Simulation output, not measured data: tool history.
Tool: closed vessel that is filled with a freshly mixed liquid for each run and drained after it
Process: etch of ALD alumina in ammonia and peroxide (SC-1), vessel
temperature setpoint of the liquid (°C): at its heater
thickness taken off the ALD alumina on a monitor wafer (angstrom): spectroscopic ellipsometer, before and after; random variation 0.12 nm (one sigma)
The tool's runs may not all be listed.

| run | hour | temperature setpoint of the liquid (°C) | parts of 29 % ammonia solution to one part of 30 % peroxide (parts by volume) | time in the liquid (s) | thickness taken off the ALD alumina on a monitor wafer (angstrom) |
|---|---|---|---|---|---|
| 1 | 0.0 | 47.0 | 0.6 | 425 | 193.03 |
| 2 | 2.3 | 48.0 | 0.6 | 425 | 203.72 |
| 3 | 7.5 | 49.0 | 0.6 | 425 | 216.77 |
| 4 | 11.3 | 52.5 | 0.6 | 425 | 262.51 |
| 5 | 16.9 | 52.5 | 0.6 | 425 | 260.57 |
| 6 | 22.0 | 52.5 | 0.7 | 425 | 266.01 |
| 7 | 26.9 | 53.0 | 0.7 | 425 | 272.62 |
| 8 | 31.7 | 53.5 | 0.7 | 425 | 280.64 |

The next listed run, before its measurement:
| 9 | 38.0 | 54.0 | 0.7 | 425 | ? |

{"run 9": {"thickness taken off the ALD alumina on a monitor wafer (angstrom)": 288.45}}
